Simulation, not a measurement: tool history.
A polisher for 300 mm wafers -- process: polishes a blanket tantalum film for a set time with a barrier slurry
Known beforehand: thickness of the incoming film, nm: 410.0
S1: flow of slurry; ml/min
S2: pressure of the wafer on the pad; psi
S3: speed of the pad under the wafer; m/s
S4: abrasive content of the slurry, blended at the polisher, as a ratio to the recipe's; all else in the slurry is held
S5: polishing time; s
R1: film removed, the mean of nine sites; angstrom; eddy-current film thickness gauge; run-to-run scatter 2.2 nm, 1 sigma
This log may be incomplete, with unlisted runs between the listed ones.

run 1 hour=0.0 | S1=205 S2=1.4 S3=1.04 S4=1.00 S5=98 | R1=1084.8
run 2 hour=0.5 | S1=205 S2=1.6 S3=1.06 S4=1.00 S5=98 | R1=1263.9
run 3 hour=7.6 | S1=205 S2=1.6 S3=1.06 S4=0.85 S5=98 | R1=1193.8
run 4 hour=11.6 | S1=205 S2=1.6 S3=1.06 S4=1.00 S5=98 | R1=1221.8
run 5 hour=13.7 | S1=205 S2=1.8 S3=1.08 S4=1.00 S5=98 | R1=1415.3
run 6 hour=15.3 | S1=205 S2=1.8 S3=1.08 S4=1.00 S5=98 | R1=1438.2
run 7 hour=16.6 | S1=205 S2=1.9 S3=1.08 S4=1.00 S5=98 | R1=1467.4
run 8 hour=20.5 | S1=205 S2=2.0 S3=1.10 S4=1.00 S5=98 | R1=1599.3

What does the tool deliver on the next run?
run 9 hour=22.7 | S1=205 S2=2.1 S3=1.12 S4=1.00 S5=98 | R1=?

R1: 1717.9 angstrom
